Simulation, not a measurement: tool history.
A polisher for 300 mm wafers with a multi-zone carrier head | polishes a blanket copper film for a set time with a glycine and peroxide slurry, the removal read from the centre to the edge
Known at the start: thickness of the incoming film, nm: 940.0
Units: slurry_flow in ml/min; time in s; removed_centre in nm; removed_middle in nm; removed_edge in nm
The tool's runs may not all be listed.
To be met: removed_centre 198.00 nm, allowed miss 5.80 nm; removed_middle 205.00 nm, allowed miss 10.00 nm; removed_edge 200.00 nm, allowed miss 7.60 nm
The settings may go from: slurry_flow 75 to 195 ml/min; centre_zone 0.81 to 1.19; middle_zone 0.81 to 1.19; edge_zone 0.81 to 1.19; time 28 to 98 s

run,hour,slurry_flow,centre_zone,middle_zone,edge_zone,time,removed_centre,removed_middle,removed_edge
1,0.0,125,1.00,1.00,1.00,63,249.51,251.87,249.26
2,4.8,125,1.00,1.07,1.00,63,247.69,263.89,245.32
3,12.5,125,1.00,0.99,1.00,63,247.84,247.74,245.84
4,16.1,115,0.98,0.98,0.96,61,227.12,228.39,236.33
5,19.9,115,0.99,1.00,0.94,59,221.85,232.39,224.70
6,24.6,115,0.92,1.00,0.94,59,211.60,229.36,222.32
7,29.1,85,0.94,0.94,0.84,57,183.45,187.20,188.03
8,29.8,115,0.94,0.97,0.87,57,207.13,214.74,208.05
9,37.6,115,0.94,0.97,0.87,57,204.86,214.83,209.67

Which of these 4 next moves meets every target?
A,45.4,110,0.91,0.94,0.82,57,?,?,?
B,45.4,80,1.10,0.95,0.87,60,?,?,?
C,45.4,95,0.96,0.97,0.87,64,?,?,?
D,45.4,100,0.92,1.04,0.83,61,?,?,?

move,removed_centre,removed_middle,removed_edge
A,200.51,204.42,202.23
B,217.38,193.97,202.97
C,223.20,224.94,225.88
D,209.55,231.37,213.04
A: meets every target
B: brings the result that was furthest off to its target, and leaves another outside
C: further off than the last run
D: further off than the last run
Move A is the one to make.
